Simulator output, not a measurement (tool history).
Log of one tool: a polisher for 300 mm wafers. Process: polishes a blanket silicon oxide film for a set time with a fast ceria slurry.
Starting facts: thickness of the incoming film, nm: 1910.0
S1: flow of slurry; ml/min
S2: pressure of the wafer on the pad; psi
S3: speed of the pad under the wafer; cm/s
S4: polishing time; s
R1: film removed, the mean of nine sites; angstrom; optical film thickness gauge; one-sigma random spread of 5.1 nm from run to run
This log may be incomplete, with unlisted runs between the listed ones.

run    day   S1   S2   S3  S4      R1
  1      0  160  1.9  126  63  8709.3
  2  0.296  155  1.8  126  63  8153.8
  3  0.379  145  1.8  126  63  7956.3
  4  0.508  135  1.8  126  63  7975.3
  5  0.617  135  1.6  126  63  7056.6
  6  0.983  135  1.6  156  63    8755
  7  1.112  135  1.6  156  63  8725.3
  8  1.421  130  1.5  156  63  8170.2
  9  1.467  110  1.3  156  63  6968.7
 10    1.8  115  1.3  156  63  7023.3

What will run 11 give?
 11  1.842  120  1.3  156  63   ?

R1: 7094.7 angstrom

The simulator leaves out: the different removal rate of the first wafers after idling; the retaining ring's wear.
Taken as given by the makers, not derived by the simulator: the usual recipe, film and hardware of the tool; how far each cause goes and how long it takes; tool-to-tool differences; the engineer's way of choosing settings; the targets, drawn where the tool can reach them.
